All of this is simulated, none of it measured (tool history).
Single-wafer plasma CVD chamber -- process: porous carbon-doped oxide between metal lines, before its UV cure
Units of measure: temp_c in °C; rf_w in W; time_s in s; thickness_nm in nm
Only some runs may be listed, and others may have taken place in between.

run 1 hour=0 | temp_c=295 rf_w=640 time_s=33 | thickness_nm=201.37
run 2 hour=2.9 | temp_c=295 rf_w=715 time_s=33 | thickness_nm=220.94
run 3 hour=9 | temp_c=302 rf_w=670 time_s=33 | thickness_nm=202.83
run 4 hour=15.8 | temp_c=306 rf_w=635 time_s=33 | thickness_nm=189.26
run 5 hour=24.7 | temp_c=297 rf_w=635 time_s=33 | thickness_nm=195.66
run 6 hour=30.3 | temp_c=297 rf_w=635 time_s=34 | thickness_nm=205.82
run 7 hour=34.8 | temp_c=302 rf_w=600 time_s=33.9 | thickness_nm=188.81

Forecast run 8:
run 8 hour=36.2 | temp_c=306 rf_w=585 time_s=33.9 | thickness_nm=?

thickness_nm: 181.95 nm

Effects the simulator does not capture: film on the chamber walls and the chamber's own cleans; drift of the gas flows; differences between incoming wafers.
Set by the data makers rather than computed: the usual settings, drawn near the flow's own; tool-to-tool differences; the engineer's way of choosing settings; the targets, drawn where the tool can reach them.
